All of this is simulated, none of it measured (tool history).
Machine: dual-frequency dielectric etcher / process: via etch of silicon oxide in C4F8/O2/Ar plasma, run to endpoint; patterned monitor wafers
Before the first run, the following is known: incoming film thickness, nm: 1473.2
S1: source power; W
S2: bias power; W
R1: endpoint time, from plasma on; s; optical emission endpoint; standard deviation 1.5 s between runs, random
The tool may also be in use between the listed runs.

| run | hour | S1 | S2 | R1 |
|---|---|---|---|---|
| 1 | 0.0 | 1610 | 1678 | 327.52 |
| 2 | 6.7 | 1540 | 1668 | 333.56 |
| 3 | 11.8 | 1540 | 1475 | 347.68 |
| 4 | 19.3 | 1770 | 1475 | 325.95 |
| 5 | 25.2 | 1540 | 1475 | 345.55 |
| 6 | 33.0 | 1340 | 1475 | 369.61 |
| 7 | 39.4 | 1370 | 1478 | 366.29 |
| 8 | 45.3 | 1370 | 1478 | 362.08 |

What will run 9 give?
| 9 | 53.2 | 1380 | 1480 | ? |

{"run 9": {"R1": 364.63}}

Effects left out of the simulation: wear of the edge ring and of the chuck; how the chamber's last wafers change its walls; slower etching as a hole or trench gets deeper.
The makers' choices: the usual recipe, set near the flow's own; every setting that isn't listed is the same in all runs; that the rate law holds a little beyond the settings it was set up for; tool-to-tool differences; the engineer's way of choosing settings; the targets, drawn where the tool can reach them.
